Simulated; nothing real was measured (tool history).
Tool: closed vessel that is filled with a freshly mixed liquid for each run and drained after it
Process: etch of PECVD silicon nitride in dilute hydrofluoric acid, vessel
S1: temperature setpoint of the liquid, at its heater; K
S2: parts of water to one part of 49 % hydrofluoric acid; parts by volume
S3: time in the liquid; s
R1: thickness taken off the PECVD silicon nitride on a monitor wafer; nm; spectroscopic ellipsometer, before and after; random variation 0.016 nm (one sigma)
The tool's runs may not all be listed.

| run | hour | S1 | S2 | S3 | R1 |
|---|---|---|---|---|---|
| 1 | 0.0 | 295.15 | 285 | 470 | 3.6236 |
| 2 | 4.4 | 297.15 | 285 | 470 | 4.1033 |
| 3 | 12.9 | 297.15 | 195 | 470 | 6.0564 |
| 4 | 14.3 | 295.15 | 220 | 470 | 4.7178 |
| 5 | 23.1 | 291.65 | 220 | 470 | 3.7357 |
| 6 | 30.7 | 291.15 | 235 | 470 | 3.4054 |
| 7 | 37.6 | 290.65 | 245 | 470 | 3.1375 |
| 8 | 39.1 | 290.65 | 250 | 470 | 3.0594 |

Run 9 comes next. What will it give?
| 9 | 47.7 | 290.65 | 255 | 470 | ? |

Run 9 gave R1 2.9963 nm.
